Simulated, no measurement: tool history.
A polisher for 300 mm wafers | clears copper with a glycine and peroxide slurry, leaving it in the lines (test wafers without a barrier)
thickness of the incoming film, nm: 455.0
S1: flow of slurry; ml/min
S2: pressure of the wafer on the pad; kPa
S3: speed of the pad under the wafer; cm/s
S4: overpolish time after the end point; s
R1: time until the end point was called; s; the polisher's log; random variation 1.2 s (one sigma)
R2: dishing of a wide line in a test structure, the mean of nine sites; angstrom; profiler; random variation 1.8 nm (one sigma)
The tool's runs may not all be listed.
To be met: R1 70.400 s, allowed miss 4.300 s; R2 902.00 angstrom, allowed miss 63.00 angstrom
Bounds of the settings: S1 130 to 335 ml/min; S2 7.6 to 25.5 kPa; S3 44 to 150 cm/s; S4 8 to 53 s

run	day	S1	S2	S3	S4	R1	R2
1	0.000	215	16.5	96	27	97.745	784.83
2	0.375	215	17.2	96	26	94.557	777.83
3	0.433	215	17.9	96	26	92.620	813.70
4	0.638	215	18.6	98	25	88.233	829.23
5	1.012	195	18.6	98	25	88.516	804.30
6	1.079	195	18.6	98	19	88.751	662.36
7	1.171	195	19.3	98	19	86.788	667.49
# day 1.221: worn pad replaced by a new one
8	1.221	195	23.4	102	26	66.960	1093.30
9	1.542	195	23.4	102	25	64.672	1029.60
10	1.833	195	22.8	102	24	69.067	1008.80

5 next moves are on the table. One of them brings every result within its allowed miss. Which?
A	2.125	255	25.5	82	22	?	?
B	2.125	170	24.1	94	34	?	?
C	2.125	230	22.1	98	17	?	?
D	2.125	225	18.6	116	19	?	?
E	2.125	250	22.1	96	30	?	?

move	R1	R2
A	74.004	901.63
B	73.031	1214.10
C	72.321	743.73
D	71.855	802.45
E	72.850	1115.10
A: meets every target
B: further off than the last run
C: takes the result that was furthest off past its target
D: takes the result that was furthest off past its target
E: further off than the last run
The right move is A.
